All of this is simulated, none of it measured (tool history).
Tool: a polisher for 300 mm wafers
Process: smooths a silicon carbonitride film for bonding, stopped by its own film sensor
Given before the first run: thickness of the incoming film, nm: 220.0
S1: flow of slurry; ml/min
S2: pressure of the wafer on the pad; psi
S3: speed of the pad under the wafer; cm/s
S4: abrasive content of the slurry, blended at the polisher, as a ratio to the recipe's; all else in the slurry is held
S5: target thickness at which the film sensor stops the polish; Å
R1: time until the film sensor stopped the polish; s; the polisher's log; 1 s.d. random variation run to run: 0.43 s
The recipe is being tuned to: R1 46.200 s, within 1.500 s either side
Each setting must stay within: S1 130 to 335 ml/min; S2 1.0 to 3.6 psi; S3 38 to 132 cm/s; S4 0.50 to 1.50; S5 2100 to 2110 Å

| run | hour | S1 | S2 | S3 | S4 | S5 | R1 |
|---|---|---|---|---|---|---|---|
| 1 | 0.0 | 215 | 2.3 | 84 | 1.00 | 2100 | 38.193 |
| 2 | 6.2 | 215 | 2.7 | 84 | 1.00 | 2100 | 32.421 |
| 3 | 10.2 | 240 | 2.7 | 84 | 1.00 | 2100 | 32.372 |
| 4 | 14.6 | 240 | 2.2 | 84 | 1.00 | 2100 | 39.219 |
| 5 | 21.9 | 240 | 2.2 | 74 | 1.00 | 2100 | 43.803 |
| 6 | 25.2 | 240 | 2.2 | 74 | 1.00 | 2100 | 43.476 |
|  | 30.4 | worn pad replaced by a new one |
| 7 | 30.4 | 240 | 2.1 | 74 | 1.00 | 2100 | 42.896 |
| 8 | 35.3 | 230 | 1.8 | 74 | 1.00 | 2100 | 49.435 |

Which one of the following 4 next-run settings gets every result inside its allowed miss? There is exactly one.
| A | 40.2 | 265 | 1.8 | 70 | 0.90 | 2100 | ? |
| B | 40.2 | 170 | 1.8 | 80 | 1.05 | 2100 | ? |
| C | 40.2 | 220 | 1.7 | 70 | 1.05 | 2100 | ? |
| D | 40.2 | 225 | 1.5 | 72 | 0.95 | 2110 | ? |

| move | R1 |
|---|---|
| A | 53.914 |
| B | 47.254 |
| C | 53.991 |
| D | 55.582 |
A: the biggest miss grows against the last run
B: every result lands within tolerance
C: the biggest miss grows against the last run
D: the biggest miss grows against the last run
The right move is B.
